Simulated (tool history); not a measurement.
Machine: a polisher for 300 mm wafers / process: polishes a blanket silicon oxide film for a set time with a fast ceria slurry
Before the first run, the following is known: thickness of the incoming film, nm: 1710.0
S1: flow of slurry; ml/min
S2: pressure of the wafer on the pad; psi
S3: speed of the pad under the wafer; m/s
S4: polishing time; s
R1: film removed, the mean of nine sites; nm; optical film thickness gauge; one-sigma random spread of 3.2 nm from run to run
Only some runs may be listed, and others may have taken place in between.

run	hour	S1	S2	S3	S4	R1
1	0.0	180	3.3	0.92	25	387.16
2	7.7	180	3.3	1.12	25	474.54
3	11.6	180	3.1	1.12	25	450.08
4	15.2	180	2.9	1.12	25	420.45
5	17.3	180	2.7	1.12	25	391.81
# hour 21.3: head pressure recalibrated
6	21.3	180	2.6	1.12	25	401.91
7	22.1	180	2.4	1.12	25	375.97
8	28.0	180	2.4	1.12	25	373.33
9	36.8	180	2.3	1.12	25	358.31
10	43.0	180	2.2	1.12	25	347.08

For run 11, what comes out?
11	44.2	180	2.1	1.12	25	?

R1: 327.97 nm
